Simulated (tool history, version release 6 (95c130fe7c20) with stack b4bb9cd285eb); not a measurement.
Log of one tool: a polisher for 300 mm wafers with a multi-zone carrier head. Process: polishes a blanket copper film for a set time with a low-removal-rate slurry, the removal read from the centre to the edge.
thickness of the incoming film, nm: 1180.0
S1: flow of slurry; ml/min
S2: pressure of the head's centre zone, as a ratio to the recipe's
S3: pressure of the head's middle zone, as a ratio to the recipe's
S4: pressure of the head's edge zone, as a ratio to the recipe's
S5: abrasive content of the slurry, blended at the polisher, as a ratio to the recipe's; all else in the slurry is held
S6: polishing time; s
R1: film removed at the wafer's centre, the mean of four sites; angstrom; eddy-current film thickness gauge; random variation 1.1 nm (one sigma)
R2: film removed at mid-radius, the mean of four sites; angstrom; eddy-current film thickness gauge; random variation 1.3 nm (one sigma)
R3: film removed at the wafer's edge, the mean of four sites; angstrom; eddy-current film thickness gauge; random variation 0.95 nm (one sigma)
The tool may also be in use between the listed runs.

{"run": 1, "hour": 0.0, "S1": 155, "S2": 1, "S3": 1, "S4": 1, "S5": 1, "S6": 59, "R1": 1255.5, "R2": 1278.4, "R3": 1255.7}
{"run": 2, "hour": 5.0, "S1": 140, "S2": 1, "S3": 1, "S4": 1, "S5": 1, "S6": 59, "R1": 1232.9, "R2": 1285.9, "R3": 1235.3}
{"run": 3, "hour": 8.2, "S1": 140, "S2": 0.98, "S3": 0.98, "S4": 1, "S5": 0.95, "S6": 58, "R1": 1222.1, "R2": 1160.7, "R3": 1190.8}
{"run": 4, "hour": 8.9, "S1": 110, "S2": 0.98, "S3": 0.98, "S4": 1, "S5": 0.95, "S6": 58, "R1": 1119.2, "R2": 1138.3, "R3": 1153}
{"run": 5, "hour": 12.8, "S1": 110, "S2": 0.98, "S3": 0.9, "S4": 1, "S5": 0.95, "S6": 58, "R1": 1153.8, "R2": 1049.7, "R3": 1159}
{"run": 6, "hour": 17.6, "S1": 110, "S2": 0.98, "S3": 0.9, "S4": 0.96, "S5": 0.95, "S6": 58, "R1": 1141.2, "R2": 1035.2, "R3": 1135.5}
{"run": 7, "hour": 19.5, "S1": 110, "S2": 0.96, "S3": 0.91, "S4": 0.96, "S5": 0.9, "S6": 57, "R1": 1070.1, "R2": 1028.5, "R3": 1122.6}

Run 8 comes next. What will it give?
{"run": 8, "hour": 20.8, "S1": 110, "S2": 0.96, "S3": 0.92, "S4": 0.95, "S5": 0.85, "S6": 56, "R1": "?", "R2": "?", "R3": "?"}

{"run 8": {"R1": 1037.6, "R2": 1016, "R3": 1064}}

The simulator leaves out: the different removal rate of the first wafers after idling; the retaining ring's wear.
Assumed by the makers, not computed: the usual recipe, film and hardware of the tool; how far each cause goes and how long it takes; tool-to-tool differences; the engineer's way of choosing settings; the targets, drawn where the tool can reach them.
